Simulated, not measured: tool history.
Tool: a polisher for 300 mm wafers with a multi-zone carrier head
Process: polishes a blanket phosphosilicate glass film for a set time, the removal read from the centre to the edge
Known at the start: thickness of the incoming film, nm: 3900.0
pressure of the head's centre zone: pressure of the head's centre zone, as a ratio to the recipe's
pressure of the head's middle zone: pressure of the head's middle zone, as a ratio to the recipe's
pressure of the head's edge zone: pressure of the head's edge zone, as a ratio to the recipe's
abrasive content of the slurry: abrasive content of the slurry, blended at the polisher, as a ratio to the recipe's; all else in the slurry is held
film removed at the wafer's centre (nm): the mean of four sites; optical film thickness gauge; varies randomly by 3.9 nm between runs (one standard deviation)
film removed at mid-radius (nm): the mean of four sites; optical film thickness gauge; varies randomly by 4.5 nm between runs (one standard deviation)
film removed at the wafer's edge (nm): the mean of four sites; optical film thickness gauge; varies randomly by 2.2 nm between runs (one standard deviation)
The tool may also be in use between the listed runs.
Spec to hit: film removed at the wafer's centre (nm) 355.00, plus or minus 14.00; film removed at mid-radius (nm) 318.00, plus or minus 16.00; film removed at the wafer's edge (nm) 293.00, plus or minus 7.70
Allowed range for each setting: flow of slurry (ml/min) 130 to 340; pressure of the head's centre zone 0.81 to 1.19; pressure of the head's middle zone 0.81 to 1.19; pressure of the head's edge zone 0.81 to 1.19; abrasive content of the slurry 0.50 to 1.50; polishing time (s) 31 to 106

run    day  flow of slurry (ml/min)  pressure of the head's centre zone  pressure of the head's middle zone  pressure of the head's edge zone  abrasive content of the slurry  polishing time (s)  film removed at the wafer's centre (nm)  film removed at mid-radius (nm)  film removed at the wafer's edge (nm)
  1  0.000                      220                                1.00                                1.00                              1.00                            1.00                  68                                   521.91                           518.89                                 498.88
  2  0.217                      245                                1.00                                1.00                              1.00                            1.00                  68                                   530.99                           524.85                                 504.70
  3  0.558                      245                                1.08                                1.00                              1.00                            1.00                  68                                   567.28                           517.73                                 499.09
  4  0.700                      240                                1.08                                0.99                              0.96                            0.85                  64                                   490.84                           439.57                                 426.48
  5  1.054                      205                                1.08                                0.99                              0.96                            0.85                  64                                   469.99                           438.86                                 420.44
  6  1.129                      205                                1.09                                0.99                              0.93                            0.75                  62                                   430.44                           383.36                                 366.14
  7  1.271                      180                                1.02                                0.99                              0.83                            0.55                  62                                   321.39                           311.60                                 288.54
  8  1.429                      190                                1.04                                0.99                              0.83                            0.55                  62                                   329.03                           313.18                                 281.52
  9  1.800                      195                                1.09                                0.97                              0.89                            0.60                  62                                   371.20                           320.63                                 315.77
 10  2.000                      190                                1.09                                0.97                              0.87                            0.60                  62                                   371.97                           334.01                                 315.36
 11  2.317                      195                                1.09                                0.97                              0.86                            0.60                  62                                   371.10                           323.61                                 308.69
 12  2.492                      190                                1.09                                0.97                              0.85                            0.60                  62                                   377.27                           319.37                                 309.40
 13  2.662                      190                                1.08                                0.98                              0.84                            0.60                  62                                   367.32                           328.62                                 306.21

Exactly one of the 5 candidate moves below puts every result within its allowed miss. Which one?
  A  2.833                      245                                1.16                                0.98                              0.84                            0.55                  61                                        ?                                ?                                      ?
  B  2.833                      155                                1.15                                1.04                              0.94                            0.60                  59                                        ?                                ?                                      ?
  C  2.833                      145                                0.96                                1.11                              0.84                            0.65                  61                                        ?                                ?                                      ?
  D  2.833                      190                                1.02                                1.19                              0.82                            0.60                  57                                        ?                                ?                                      ?
  E  2.833                      240                                0.97                                0.96                              0.82                            0.55                  62                                        ?                                ?                                      ?

move  film removed at the wafer's centre (nm)  film removed at mid-radius (nm)  film removed at the wafer's edge (nm)
   A                                   388.49                           314.92                                 290.12
   B                                   364.28                           315.84                                 294.47
   C                                   327.31                           359.45                                 304.41
   D                                   326.90                           356.37                                 277.35
   E                                   329.95                           314.08                                 291.78
A: brings the result that was furthest off to its target, and leaves another outside
B: every result within its allowed miss
C: its largest miss is bigger than the last run's
D: moves the result that the last run missed by most past its target, out the other side
E: brings the result that was furthest off to its target, and leaves another outside
B is the move that brings every result within its allowed miss.
